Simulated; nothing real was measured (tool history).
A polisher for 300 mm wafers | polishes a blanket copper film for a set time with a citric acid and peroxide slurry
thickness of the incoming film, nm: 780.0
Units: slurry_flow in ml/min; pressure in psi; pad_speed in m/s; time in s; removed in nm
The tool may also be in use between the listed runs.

run	day	slurry_flow	pressure	pad_speed	slurry_solids	time	removed
1	0.000	205	3.8	1.30	1.0	74	246.08
2	0.104	205	3.8	1.58	1.0	74	297.18
3	0.175	200	3.8	1.58	1.0	74	297.45
4	0.325	200	3.1	1.58	1.0	74	251.85
5	0.550	200	3.1	1.58	1.0	78	267.56
6	0.608	160	3.1	1.58	1.0	78	259.42

Forecast run 7:
7	0.829	170	3.1	1.58	1.0	78	?

{"run 7": {"removed": 260.91}}
